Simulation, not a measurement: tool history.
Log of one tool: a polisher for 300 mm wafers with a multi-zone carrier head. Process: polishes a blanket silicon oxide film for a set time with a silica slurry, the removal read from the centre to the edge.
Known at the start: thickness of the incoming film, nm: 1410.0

run  hour  flow of slurry (ml/min)  pressure of the head's centre zone  pressure of the head's middle zone  pressure of the head's edge zone  abrasive content of the slurry  polishing time (s)  film removed at the wafer's centre (angstrom)  film removed at mid-radius (angstrom)  film removed at the wafer's edge (angstrom)
  1   0.0                      220                                1.00                                1.00                              1.00                            1.00                  66                                         1568.7                                 1534.9                                       1553.9
  2   5.3                      225                                1.02                                0.98                              1.02                            1.00                  66                                         1629.9                                 1523.0                                       1567.2
  3   7.2                      225                                1.02                                0.98                              1.02                            1.15                  66                                         1720.7                                 1624.2                                       1667.6
  4   9.4                      225                                0.96                                0.98                              1.02                            1.15                  66                                         1623.3                                 1625.6                                       1660.5
  5  11.0                      225                                1.01                                0.98                              1.02                            1.15                  66                                         1733.6                                 1618.8                                       1668.0
     16.8  -- worn pad replaced by a new one
  6  16.8                      225                                1.01                                0.98                              0.96                            1.15                  66                                         1905.5                                 1809.1                                       1786.6
  7  23.3                      210                                1.01                                0.95                              0.97                            1.15                  66                                         1876.1                                 1727.6                                       1785.5
  8  28.9                      215                                1.02                                0.94                              0.99                            1.15                  66                                         1887.9                                 1728.1                                       1847.5

Run 9 comes next. What will it give?
  9  34.5                      215                                1.02                                0.94                              0.99                            1.15                  66                                              ?                                      ?                                            ?

Run 9 gave film removed at the wafer's centre (angstrom) 1891.6, film removed at mid-radius (angstrom) 1707.6, film removed at the wafer's edge (angstrom) 1810.9.

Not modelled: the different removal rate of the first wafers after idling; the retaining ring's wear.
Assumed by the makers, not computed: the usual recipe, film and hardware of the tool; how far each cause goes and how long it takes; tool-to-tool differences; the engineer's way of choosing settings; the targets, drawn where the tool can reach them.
